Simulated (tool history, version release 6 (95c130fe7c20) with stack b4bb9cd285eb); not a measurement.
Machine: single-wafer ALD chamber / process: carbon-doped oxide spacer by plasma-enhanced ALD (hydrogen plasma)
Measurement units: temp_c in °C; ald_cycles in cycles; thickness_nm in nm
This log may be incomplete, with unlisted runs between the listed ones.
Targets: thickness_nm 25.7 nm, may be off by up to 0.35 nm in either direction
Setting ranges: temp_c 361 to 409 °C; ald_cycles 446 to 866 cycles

run    day  temp_c  ald_cycles  thickness_nm
  1      0     385         656        31.273
  2  0.317     385         632        30.078
  3  0.625     381         632        30.111
  4  0.758     381         613        29.202
  5  0.946     381         598        28.472
  6  1.204     377         598        28.428
  7  1.225     377         518        24.793
  8  1.538     377         522         25.03
  9  1.642     377         525        25.008
 10  1.925     377         528        25.163
 11  2.092     377         530        25.421

Which single option among these 4 for the next run brings every result within its allowed miss of target? Just one does.
  A  2.258     377         522             ?
  B  2.258     384         541             ?
  C  2.258     374         523             ?
  D  2.258     379         521             ?

move  thickness_nm
   A        24.972
   B        25.881
   C         25.02
   D        24.924
A: misses by more than the last run did
B: every result lands within tolerance
C: misses by more than the last run did
D: misses by more than the last run did
The move that meets every target is B.
